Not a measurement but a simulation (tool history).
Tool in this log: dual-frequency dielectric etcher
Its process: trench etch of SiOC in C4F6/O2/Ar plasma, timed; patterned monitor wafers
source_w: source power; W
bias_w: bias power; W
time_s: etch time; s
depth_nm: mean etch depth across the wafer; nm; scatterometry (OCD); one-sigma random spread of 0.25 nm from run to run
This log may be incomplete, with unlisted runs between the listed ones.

Run 1, day 0.000: source_w 460 W, bias_w 250 W, time_s 30.5 s. Result: depth_nm 76.076 nm.
Run 2, day 0.100: source_w 460 W, bias_w 288 W, time_s 30.5 s. Result: depth_nm 81.930 nm.
Run 3, day 0.250: source_w 430 W, bias_w 275 W, time_s 30.5 s. Result: depth_nm 77.638 nm.
Run 4, day 0.483: source_w 430 W, bias_w 313 W, time_s 30.5 s. Result: depth_nm 83.464 nm.
Run 5, day 0.625: source_w 400 W, bias_w 296 W, time_s 30.5 s. Result: depth_nm 77.505 nm.
Run 6, day 0.721: source_w 380 W, bias_w 288 W, time_s 30.5 s. Result: depth_nm 75.153 nm.
Run 7, day 1.071: source_w 360 W, bias_w 279 W, time_s 30.5 s. Result: depth_nm 71.861 nm.

Run 8, settings as shown, results not yet in. Your forecast:
Run 8, day 1.104: source_w 340 W, bias_w 273 W, time_s 30.5 s. Result: depth_nm ?.

{"run 8": {"depth_nm": 68.387}}
